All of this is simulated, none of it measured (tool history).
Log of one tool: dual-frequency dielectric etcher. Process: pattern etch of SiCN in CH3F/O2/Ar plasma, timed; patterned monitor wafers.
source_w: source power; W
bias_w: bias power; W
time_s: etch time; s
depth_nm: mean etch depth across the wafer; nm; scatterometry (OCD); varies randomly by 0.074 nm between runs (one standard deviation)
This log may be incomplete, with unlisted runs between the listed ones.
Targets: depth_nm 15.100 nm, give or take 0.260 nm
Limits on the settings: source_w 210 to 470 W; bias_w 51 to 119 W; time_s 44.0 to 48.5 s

run 1 hour=0.0 | source_w=340 bias_w=85 time_s=48.5 | depth_nm=17.799
run 2 hour=2.9 | source_w=380 bias_w=85 time_s=48.5 | depth_nm=18.249
run 3 hour=4.3 | source_w=380 bias_w=100 time_s=48.5 | depth_nm=19.318
run 4 hour=10.4 | source_w=360 bias_w=93 time_s=48.0 | depth_nm=18.234
run 5 hour=18.2 | source_w=320 bias_w=93 time_s=48.0 | depth_nm=17.709
run 6 hour=19.7 | source_w=270 bias_w=93 time_s=48.0 | depth_nm=16.788
run 7 hour=25.5 | source_w=260 bias_w=90 time_s=48.0 | depth_nm=16.441
run 8 hour=27.5 | source_w=250 bias_w=88 time_s=48.0 | depth_nm=16.093

Which one of the following 4 next-run settings gets every result inside its allowed miss? There is exactly one.
run A hour=29.5 | source_w=240 bias_w=81 time_s=45.0 | depth_nm=?
run B hour=29.5 | source_w=250 bias_w=78 time_s=45.0 | depth_nm=?
run C hour=29.5 | source_w=230 bias_w=92 time_s=45.0 | depth_nm=?
run D hour=29.5 | source_w=210 bias_w=83 time_s=46.5 | depth_nm=?

move=A depth_nm=14.379
move=B depth_nm=14.339
move=C depth_nm=14.940
move=D depth_nm=14.431
A: the result that was furthest off in the last run now lies on the other side of its target
B: the result that was furthest off in the last run now lies on the other side of its target
C: in spec on every target
D: the result that was furthest off in the last run now lies on the other side of its target
C meets every target.

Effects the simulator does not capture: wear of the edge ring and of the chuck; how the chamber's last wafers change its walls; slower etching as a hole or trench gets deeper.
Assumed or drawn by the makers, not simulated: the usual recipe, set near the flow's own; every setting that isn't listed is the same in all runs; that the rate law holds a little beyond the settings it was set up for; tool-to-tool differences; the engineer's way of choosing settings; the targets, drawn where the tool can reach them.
